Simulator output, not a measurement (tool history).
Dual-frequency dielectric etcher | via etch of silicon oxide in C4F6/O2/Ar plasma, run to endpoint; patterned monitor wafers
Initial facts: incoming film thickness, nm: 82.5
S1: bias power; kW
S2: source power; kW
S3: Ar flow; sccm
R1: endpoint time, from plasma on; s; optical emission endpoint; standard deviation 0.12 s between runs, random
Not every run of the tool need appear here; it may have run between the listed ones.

run,day,S1,S2,S3,R1
1,0,0.574,0.4,339,17.832
2,0.092,0.574,0.35,339,18.896
3,0.142,0.574,0.28,339,21.756
4,0.45,0.492,0.28,339,22.81
5,0.746,0.492,0.28,312,22.694
6,1.054,0.528,0.28,312,22.109
7,1.275,0.555,0.28,312,21.758

What will run 8 give?
8,1.458,0.578,0.28,312,?

R1: 21.637 s
